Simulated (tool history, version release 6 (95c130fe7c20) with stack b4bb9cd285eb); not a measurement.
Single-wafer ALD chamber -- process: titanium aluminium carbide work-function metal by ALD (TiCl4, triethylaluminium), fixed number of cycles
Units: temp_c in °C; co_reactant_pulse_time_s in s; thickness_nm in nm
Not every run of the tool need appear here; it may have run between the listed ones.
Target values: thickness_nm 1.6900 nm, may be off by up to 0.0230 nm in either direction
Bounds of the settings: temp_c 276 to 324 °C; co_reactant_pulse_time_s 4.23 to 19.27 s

run 1 day=0.000 | temp_c=300 co_reactant_pulse_time_s=11.75 | thickness_nm=1.9158
run 2 day=0.062 | temp_c=295 co_reactant_pulse_time_s=11.11 | thickness_nm=1.8598
run 3 day=0.146 | temp_c=292 co_reactant_pulse_time_s=10.79 | thickness_nm=1.8238
run 4 day=0.312 | temp_c=292 co_reactant_pulse_time_s=9.48 | thickness_nm=1.7663
run 5 day=0.654 | temp_c=291 co_reactant_pulse_time_s=9.42 | thickness_nm=1.7698
run 6 day=0.750 | temp_c=289 co_reactant_pulse_time_s=9.34 | thickness_nm=1.7501
run 7 day=1.046 | temp_c=288 co_reactant_pulse_time_s=9.28 | thickness_nm=1.7412
run 8 day=1.083 | temp_c=287 co_reactant_pulse_time_s=9.23 | thickness_nm=1.7262
run 9 day=1.212 | temp_c=286 co_reactant_pulse_time_s=9.20 | thickness_nm=1.7195
run 10 day=1.538 | temp_c=285 co_reactant_pulse_time_s=9.17 | thickness_nm=1.7193

Of the 4 settings listed for the next run, only one would bring every result within its allowed miss of target. Which one?
run A day=1.862 | temp_c=291 co_reactant_pulse_time_s=9.07 | thickness_nm=?
run B day=1.862 | temp_c=287 co_reactant_pulse_time_s=8.45 | thickness_nm=?
run C day=1.862 | temp_c=281 co_reactant_pulse_time_s=10.28 | thickness_nm=?
run D day=1.862 | temp_c=288 co_reactant_pulse_time_s=9.07 | thickness_nm=?

move=A thickness_nm=1.7532
move=B thickness_nm=1.6830
move=C thickness_nm=1.7276
move=D thickness_nm=1.7306
A: the biggest miss grows against the last run
B: meets every target
C: the biggest miss grows against the last run
D: the biggest miss grows against the last run
Correct choice: B, which meets every target

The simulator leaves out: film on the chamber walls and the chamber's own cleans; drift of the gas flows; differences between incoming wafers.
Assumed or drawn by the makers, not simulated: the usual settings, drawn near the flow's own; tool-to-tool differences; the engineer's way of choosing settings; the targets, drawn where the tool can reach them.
